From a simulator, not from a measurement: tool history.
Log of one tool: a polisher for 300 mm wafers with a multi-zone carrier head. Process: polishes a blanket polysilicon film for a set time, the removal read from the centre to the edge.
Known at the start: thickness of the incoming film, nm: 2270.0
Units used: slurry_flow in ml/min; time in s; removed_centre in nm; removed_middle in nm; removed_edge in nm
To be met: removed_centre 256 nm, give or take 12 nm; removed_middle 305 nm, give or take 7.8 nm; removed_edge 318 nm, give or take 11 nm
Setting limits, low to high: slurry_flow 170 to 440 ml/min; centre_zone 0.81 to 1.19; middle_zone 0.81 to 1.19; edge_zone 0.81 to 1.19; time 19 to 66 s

{"run": 1, "hour": 0.0, "slurry_flow": 280, "centre_zone": 1, "middle_zone": 1, "edge_zone": 1, "time": 42, "removed_centre": 404.86, "removed_middle": 421.69, "removed_edge": 410.54}
{"run": 2, "hour": 8.4, "slurry_flow": 280, "centre_zone": 1, "middle_zone": 1, "edge_zone": 1, "time": 46, "removed_centre": 448.02, "removed_middle": 458.74, "removed_edge": 445.77}
{"run": 3, "hour": 11.6, "slurry_flow": 305, "centre_zone": 1, "middle_zone": 1, "edge_zone": 1, "time": 46, "removed_centre": 445.39, "removed_middle": 465.87, "removed_edge": 452.01}
{"run": 4, "hour": 16.5, "slurry_flow": 305, "centre_zone": 0.92, "middle_zone": 1, "edge_zone": 1, "time": 46, "removed_centre": 410.62, "removed_middle": 467.42, "removed_edge": 447.62}
{"hour": 24.1, "done": "worn pad replaced by a new one"}
{"run": 5, "hour": 24.1, "slurry_flow": 305, "centre_zone": 0.92, "middle_zone": 1, "edge_zone": 1, "time": 52, "removed_centre": 519.44, "removed_middle": 563.3, "removed_edge": 546.53}
{"run": 6, "hour": 29.7, "slurry_flow": 305, "centre_zone": 0.92, "middle_zone": 1, "edge_zone": 1.05, "time": 52, "removed_centre": 501.76, "removed_middle": 567.29, "removed_edge": 557.17}
{"run": 7, "hour": 31.2, "slurry_flow": 305, "centre_zone": 0.91, "middle_zone": 0.99, "edge_zone": 1.05, "time": 49, "removed_centre": 470.39, "removed_middle": 529.8, "removed_edge": 536.65}
{"run": 8, "hour": 36.7, "slurry_flow": 310, "centre_zone": 0.9, "middle_zone": 0.98, "edge_zone": 1.04, "time": 46, "removed_centre": 435.51, "removed_middle": 498.69, "removed_edge": 500.62}
{"run": 9, "hour": 42.1, "slurry_flow": 305, "centre_zone": 0.89, "middle_zone": 0.97, "edge_zone": 1.03, "time": 43, "removed_centre": 412.8, "removed_middle": 456.85, "removed_edge": 460.53}
{"run": 10, "hour": 46.6, "slurry_flow": 260, "centre_zone": 0.81, "middle_zone": 1.02, "edge_zone": 1.13, "time": 31, "removed_centre": 259.18, "removed_middle": 333.99, "removed_edge": 343.54}
{"run": 11, "hour": 47.8, "slurry_flow": 250, "centre_zone": 0.82, "middle_zone": 1.01, "edge_zone": 1.12, "time": 31, "removed_centre": 261.76, "removed_middle": 332.71, "removed_edge": 341.02}
{"run": 12, "hour": 51.6, "slurry_flow": 240, "centre_zone": 0.83, "middle_zone": 1, "edge_zone": 1.12, "time": 31, "removed_centre": 265.11, "removed_middle": 327.93, "removed_edge": 333.37}
{"run": 13, "hour": 54.8, "slurry_flow": 235, "centre_zone": 0.83, "middle_zone": 0.99, "edge_zone": 1.12, "time": 31, "removed_centre": 268.28, "removed_middle": 325.28, "removed_edge": 342.38}
{"run": 14, "hour": 55.7, "slurry_flow": 230, "centre_zone": 0.83, "middle_zone": 0.99, "edge_zone": 1.12, "time": 31, "removed_centre": 258.92, "removed_middle": 327.75, "removed_edge": 331.97}
{"run": 15, "hour": 59.4, "slurry_flow": 225, "centre_zone": 0.83, "middle_zone": 0.98, "edge_zone": 1.12, "time": 31, "removed_centre": 261.15, "removed_middle": 318.47, "removed_edge": 339.96}

Pick the move, out of 5, that brings all results within their allowed miss; only one does.
{"run": "A", "hour": 63.1, "slurry_flow": 195, "centre_zone": 0.88, "middle_zone": 0.93, "edge_zone": 1.19, "time": 32, "removed_centre": "?", "removed_middle": "?", "removed_edge": "?"}
{"run": "B", "hour": 63.1, "slurry_flow": 265, "centre_zone": 0.85, "middle_zone": 0.98, "edge_zone": 1.11, "time": 29, "removed_centre": "?", "removed_middle": "?", "removed_edge": "?"}
{"run": "C", "hour": 63.1, "slurry_flow": 230, "centre_zone": 0.9, "middle_zone": 1.05, "edge_zone": 1.04, "time": 28, "removed_centre": "?", "removed_middle": "?", "removed_edge": "?"}
{"run": "D", "hour": 63.1, "slurry_flow": 205, "centre_zone": 0.81, "middle_zone": 0.97, "edge_zone": 1.14, "time": 32, "removed_centre": "?", "removed_middle": "?", "removed_edge": "?"}
{"run": "E", "hour": 63.1, "slurry_flow": 215, "centre_zone": 0.86, "middle_zone": 1.03, "edge_zone": 1.09, "time": 30, "removed_centre": "?", "removed_middle": "?", "removed_edge": "?"}

move=A removed_centre=277.04 removed_middle=307.22 removed_edge=354.6
move=B removed_centre=255.03 removed_middle=304.38 removed_edge=320.35
move=C removed_centre=255.59 removed_middle=305.73 removed_edge=294.94
move=D removed_centre=257.33 removed_middle=321.12 removed_edge=348.77
move=E removed_centre=258.6 removed_middle=319.07 removed_edge=321.15
A: lands further from the targets than the last run did
B: hits every target within its allowed miss
C: pushes the last run's worst result past its target
D: lands further from the targets than the last run did
E: corrects the largest miss of the last run, while another result sits out of spec
The move that meets every target is B.
